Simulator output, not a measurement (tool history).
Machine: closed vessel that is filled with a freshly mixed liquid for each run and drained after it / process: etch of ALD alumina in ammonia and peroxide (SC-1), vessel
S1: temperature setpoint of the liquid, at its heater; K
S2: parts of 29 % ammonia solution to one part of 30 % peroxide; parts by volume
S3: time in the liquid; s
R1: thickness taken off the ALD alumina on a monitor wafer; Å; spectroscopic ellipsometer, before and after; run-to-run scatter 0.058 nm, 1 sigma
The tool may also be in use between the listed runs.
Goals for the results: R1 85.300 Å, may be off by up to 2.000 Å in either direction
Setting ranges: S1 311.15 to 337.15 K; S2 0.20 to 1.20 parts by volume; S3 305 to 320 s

Run 1, day 0.000: S1 321.15 K, S2 0.85 parts by volume, S3 305 s. Result: R1 149.240 Å.
Run 2, day 0.254: S1 321.15 K, S2 1.00 parts by volume, S3 305 s. Result: R1 150.430 Å.
Run 3, day 0.442: S1 320.15 K, S2 1.00 parts by volume, S3 305 s. Result: R1 140.250 Å.
Run 4, day 0.738: S1 317.15 K, S2 1.00 parts by volume, S3 305 s. Result: R1 120.070 Å.
Run 5, day 0.946: S1 317.15 K, S2 1.00 parts by volume, S3 320 s. Result: R1 126.580 Å.
Run 6, day 1.179: S1 323.15 K, S2 1.00 parts by volume, S3 320 s. Result: R1 176.190 Å.
Run 7, day 1.462: S1 321.65 K, S2 1.00 parts by volume, S3 320 s. Result: R1 160.630 Å.
Run 8, day 1.675: S1 320.15 K, S2 1.00 parts by volume, S3 320 s. Result: R1 150.170 Å.
Run 9, day 1.846: S1 319.15 K, S2 1.00 parts by volume, S3 320 s. Result: R1 141.020 Å.
Run 10, day 2.075: S1 318.15 K, S2 1.00 parts by volume, S3 320 s. Result: R1 132.880 Å.
Run 11, day 2.367: S1 317.15 K, S2 1.00 parts by volume, S3 320 s. Result: R1 124.590 Å.
Run 12, day 2.462: S1 316.65 K, S2 1.00 parts by volume, S3 320 s. Result: R1 122.880 Å.
Run 13, day 2.742: S1 316.15 K, S2 1.00 parts by volume, S3 320 s. Result: R1 117.490 Å.
Run 14, day 2.888: S1 315.65 K, S2 1.00 parts by volume, S3 320 s. Result: R1 114.820 Å.
Run 15, day 3.012: S1 315.15 K, S2 1.00 parts by volume, S3 320 s. Result: R1 112.020 Å.
Run 16, day 3.346: S1 314.65 K, S2 1.00 parts by volume, S3 320 s. Result: R1 108.600 Å.
Run 17, day 3.412: S1 314.15 K, S2 1.00 parts by volume, S3 320 s. Result: R1 104.930 Å.
Run 18, day 3.704: S1 313.65 K, S2 1.00 parts by volume, S3 320 s. Result: R1 102.300 Å.
Run 19, day 3.938: S1 313.15 K, S2 1.00 parts by volume, S3 320 s. Result: R1 99.980 Å.
Run 20, day 4.154: S1 312.15 K, S2 1.00 parts by volume, S3 315 s. Result: R1 92.665 Å.
Run 21, day 4.358: S1 311.65 K, S2 1.00 parts by volume, S3 310 s. Result: R1 87.787 Å.

Which of these 5 next moves meets every target?
Run A, day 4.562: S1 312.15 K, S2 1.05 parts by volume, S3 310 s. Result: R1 ?.
Run B, day 4.562: S1 312.15 K, S2 0.95 parts by volume, S3 310 s. Result: R1 ?.
Run C, day 4.562: S1 311.65 K, S2 1.05 parts by volume, S3 320 s. Result: R1 ?.
Run D, day 4.562: S1 311.15 K, S2 1.20 parts by volume, S3 305 s. Result: R1 ?.
Run E, day 4.562: S1 312.15 K, S2 1.05 parts by volume, S3 305 s. Result: R1 ?.

move      R1
   A  90.434
   B  89.571
   C  90.615
   D  84.907
   E  88.975
A: misses by more than the last run did
B: misses by more than the last run did
C: misses by more than the last run did
D: all results in spec
E: misses by more than the last run did
The right move is D.
